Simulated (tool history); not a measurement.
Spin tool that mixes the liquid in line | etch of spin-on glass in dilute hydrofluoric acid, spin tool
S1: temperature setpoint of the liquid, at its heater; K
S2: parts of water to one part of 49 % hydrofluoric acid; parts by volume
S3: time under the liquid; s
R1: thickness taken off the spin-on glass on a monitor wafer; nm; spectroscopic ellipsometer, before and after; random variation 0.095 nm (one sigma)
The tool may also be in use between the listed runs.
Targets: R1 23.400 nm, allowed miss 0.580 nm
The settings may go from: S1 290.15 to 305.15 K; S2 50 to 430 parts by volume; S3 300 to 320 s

Run 1, day 0.000: S1 297.15 K, S2 240 parts by volume, S3 300 s. Result: R1 37.527 nm.
Run 2, day 0.342: S1 297.15 K, S2 240 parts by volume, S3 320 s. Result: R1 40.218 nm.
Run 3, day 0.454: S1 295.15 K, S2 255 parts by volume, S3 320 s. Result: R1 34.817 nm.
Run 4, day 0.638: S1 295.15 K, S2 215 parts by volume, S3 320 s. Result: R1 42.410 nm.
Run 5, day 0.779: S1 298.15 K, S2 215 parts by volume, S3 320 s. Result: R1 47.852 nm.
At day 0.933: thermometer replaced.
Run 6, day 0.933: S1 298.15 K, S2 215 parts by volume, S3 320 s. Result: R1 51.716 nm.
Run 7, day 1.304: S1 294.15 K, S2 310 parts by volume, S3 320 s. Result: R1 28.200 nm.
Run 8, day 1.575: S1 293.15 K, S2 310 parts by volume, S3 320 s. Result: R1 27.315 nm.

5 next moves are on the table. One of them brings every result within its allowed miss. Which?
Run A, day 1.846: S1 292.65 K, S2 325 parts by volume, S3 300 s. Result: R1 ?.
Run B, day 1.846: S1 293.65 K, S2 265 parts by volume, S3 300 s. Result: R1 ?.
Run C, day 1.846: S1 291.15 K, S2 260 parts by volume, S3 300 s. Result: R1 ?.
Run D, day 1.846: S1 294.15 K, S2 340 parts by volume, S3 315 s. Result: R1 ?.
Run E, day 1.846: S1 293.65 K, S2 320 parts by volume, S3 300 s. Result: R1 ?.

move      R1
   A  23.649
   B  31.749
   C  29.591
   D  24.719
   E  25.011
A: meets every target
B: further off than the last run
C: further off than the last run
D: nearer than the last run, and not there yet
E: nearer than the last run, and not there yet
The right move is A.
